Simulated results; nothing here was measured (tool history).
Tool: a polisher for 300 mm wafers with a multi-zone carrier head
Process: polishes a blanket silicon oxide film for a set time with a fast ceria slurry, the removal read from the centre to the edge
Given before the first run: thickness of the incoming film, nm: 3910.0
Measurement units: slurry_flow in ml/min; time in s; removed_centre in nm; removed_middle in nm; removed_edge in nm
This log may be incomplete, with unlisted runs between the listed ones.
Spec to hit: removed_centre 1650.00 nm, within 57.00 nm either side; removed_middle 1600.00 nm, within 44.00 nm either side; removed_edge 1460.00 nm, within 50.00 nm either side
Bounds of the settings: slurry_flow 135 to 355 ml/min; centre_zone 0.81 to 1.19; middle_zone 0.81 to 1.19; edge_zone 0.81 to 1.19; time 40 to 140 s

Run 1, hour 0.0: slurry_flow 225 ml/min, centre_zone 1.00, middle_zone 1.00, edge_zone 1.00, time 90 s. Result: removed_centre 1041.50 nm, removed_middle 1034.40 nm, removed_edge 1040.20 nm.
Run 2, hour 8.6: slurry_flow 270 ml/min, centre_zone 1.00, middle_zone 1.00, edge_zone 1.00, time 90 s. Result: removed_centre 1038.00 nm, removed_middle 1052.80 nm, removed_edge 1054.90 nm.
Run 3, hour 12.1: slurry_flow 270 ml/min, centre_zone 1.00, middle_zone 1.00, edge_zone 1.07, time 90 s. Result: removed_centre 1036.60 nm, removed_middle 1054.70 nm, removed_edge 1080.60 nm.
Run 4, hour 14.6: slurry_flow 300 ml/min, centre_zone 1.00, middle_zone 1.00, edge_zone 1.07, time 90 s. Result: removed_centre 1043.40 nm, removed_middle 1060.40 nm, removed_edge 1079.60 nm.
Run 5, hour 19.5: slurry_flow 300 ml/min, centre_zone 1.00, middle_zone 1.00, edge_zone 1.07, time 82 s. Result: removed_centre 962.01 nm, removed_middle 973.83 nm, removed_edge 986.35 nm.
Run 6, hour 24.5: slurry_flow 300 ml/min, centre_zone 1.00, middle_zone 1.00, edge_zone 1.00, time 82 s. Result: removed_centre 973.86 nm, removed_middle 963.14 nm, removed_edge 968.25 nm.
Run 7, hour 30.0: slurry_flow 300 ml/min, centre_zone 1.04, middle_zone 1.03, edge_zone 1.01, time 91 s. Result: removed_centre 1115.80 nm, removed_middle 1095.40 nm, removed_edge 1068.40 nm.
Run 8, hour 30.5: slurry_flow 300 ml/min, centre_zone 1.06, middle_zone 1.05, edge_zone 1.02, time 98 s. Result: removed_centre 1233.60 nm, removed_middle 1188.20 nm, removed_edge 1178.30 nm.
Run 9, hour 38.2: slurry_flow 305 ml/min, centre_zone 1.08, middle_zone 1.09, edge_zone 1.01, time 103 s. Result: removed_centre 1300.70 nm, removed_middle 1309.90 nm, removed_edge 1210.80 nm.

Consider the 4 candidate settings below. Which is the only one whose results all fall within their allowed miss of target?
Run A, hour 45.9: slurry_flow 300 ml/min, centre_zone 0.97, middle_zone 1.11, edge_zone 1.09, time 85 s. Result: removed_centre ?, removed_middle ?, removed_edge ?.
Run B, hour 45.9: slurry_flow 305 ml/min, centre_zone 1.19, middle_zone 1.05, edge_zone 0.94, time 118 s. Result: removed_centre ?, removed_middle ?, removed_edge ?.
Run C, hour 45.9: slurry_flow 305 ml/min, centre_zone 1.18, middle_zone 0.96, edge_zone 0.96, time 85 s. Result: removed_centre ?, removed_middle ?, removed_edge ?.
Run D, hour 45.9: slurry_flow 355 ml/min, centre_zone 1.10, middle_zone 1.09, edge_zone 0.95, time 124 s. Result: removed_centre ?, removed_middle ?, removed_edge ?.

move  removed_centre  removed_middle  removed_edge
   A          958.68         1089.70       1025.50
   B         1637.40         1444.50       1352.30
   C         1168.80          965.80        982.42
   D         1614.90         1589.20       1440.90
A: moves away from the targets compared with the last run
B: gains on the last run, yet a result remains outside its allowed miss
C: moves away from the targets compared with the last run
D: every result within its allowed miss
The right move is D.

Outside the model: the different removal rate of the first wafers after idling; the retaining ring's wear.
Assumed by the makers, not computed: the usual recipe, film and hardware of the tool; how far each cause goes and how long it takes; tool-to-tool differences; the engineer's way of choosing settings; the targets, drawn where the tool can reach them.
